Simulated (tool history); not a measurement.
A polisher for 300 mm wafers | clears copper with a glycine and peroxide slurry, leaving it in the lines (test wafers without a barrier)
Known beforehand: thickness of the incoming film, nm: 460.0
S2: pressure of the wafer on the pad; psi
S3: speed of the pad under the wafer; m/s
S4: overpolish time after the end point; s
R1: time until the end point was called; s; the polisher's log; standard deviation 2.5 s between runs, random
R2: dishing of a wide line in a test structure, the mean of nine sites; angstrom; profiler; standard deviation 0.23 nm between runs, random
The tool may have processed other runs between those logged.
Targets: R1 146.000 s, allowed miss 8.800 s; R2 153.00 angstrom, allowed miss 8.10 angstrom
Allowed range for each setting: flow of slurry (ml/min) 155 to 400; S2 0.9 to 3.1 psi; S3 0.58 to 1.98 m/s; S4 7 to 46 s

{"run": 1, "day": 0.0, "flow of slurry (ml/min)": 255, "S2": 2.0, "S3": 1.28, "S4": 24, "R1": 81.323, "R2": 601.76}
{"run": 2, "day": 0.283, "flow of slurry (ml/min)": 240, "S2": 1.8, "S3": 1.2, "S4": 22, "R1": 92.667, "R2": 541.5}
{"run": 3, "day": 0.625, "flow of slurry (ml/min)": 260, "S2": 1.7, "S3": 1.12, "S4": 20, "R1": 98.775, "R2": 476.49}
{"run": 4, "day": 0.7, "flow of slurry (ml/min)": 260, "S2": 2.0, "S3": 1.12, "S4": 20, "R1": 89.987, "R2": 519.18}
{"run": 5, "day": 0.888, "flow of slurry (ml/min)": 260, "S2": 2.0, "S3": 1.12, "S4": 15, "R1": 87.291, "R2": 432.62}
{"run": 6, "day": 1.062, "flow of slurry (ml/min)": 230, "S2": 2.0, "S3": 1.12, "S4": 15, "R1": 88.159, "R2": 423.6}
{"run": 7, "day": 1.092, "flow of slurry (ml/min)": 220, "S2": 1.8, "S3": 1.06, "S4": 14, "R1": 101.36, "R2": 355.52}
{"run": 8, "day": 1.446, "flow of slurry (ml/min)": 210, "S2": 1.7, "S3": 1.04, "S4": 13, "R1": 110.98, "R2": 334.92}
{"run": 9, "day": 1.625, "flow of slurry (ml/min)": 200, "S2": 1.6, "S3": 1.0, "S4": 12, "R1": 116.54, "R2": 288.28}
{"run": 10, "day": 1.762, "flow of slurry (ml/min)": 195, "S2": 1.5, "S3": 1.0, "S4": 11, "R1": 121.16, "R2": 263.03}
{"run": 11, "day": 2.067, "flow of slurry (ml/min)": 155, "S2": 0.9, "S3": 0.92, "S4": 7, "R1": 186.95, "R2": 122.98}
{"run": 12, "day": 2.246, "flow of slurry (ml/min)": 155, "S2": 0.9, "S3": 0.96, "S4": 7, "R1": 177.33, "R2": 125.38}
{"run": 13, "day": 2.342, "flow of slurry (ml/min)": 160, "S2": 0.9, "S3": 0.98, "S4": 7, "R1": 178.46, "R2": 126.67}

Next run, 4 choices. One meets every target within its allowed miss, the rest don't. Which?
{"run": "A", "day": 2.438, "flow of slurry (ml/min)": 155, "S2": 0.9, "S3": 1.1, "S4": 7, "R1": "?", "R2": "?"}
{"run": "B", "day": 2.438, "flow of slurry (ml/min)": 190, "S2": 1.4, "S3": 1.1, "S4": 7, "R1": "?", "R2": "?"}
{"run": "C", "day": 2.438, "flow of slurry (ml/min)": 155, "S2": 1.1, "S3": 1.12, "S4": 7, "R1": "?", "R2": "?"}
{"run": "D", "day": 2.438, "flow of slurry (ml/min)": 155, "S2": 1.0, "S3": 1.54, "S4": 7, "R1": "?", "R2": "?"}

move=A R1=169.400 R2=132.79
move=B R1=123.250 R2=177.97
move=C R1=146.930 R2=151.42
move=D R1=125.710 R2=172.07
A: an improvement on the last run, though not all results are within tolerance
B: takes the result that was furthest off past its target
C: every result within its allowed miss
D: takes the result that was furthest off past its target
The move that meets every target is C.
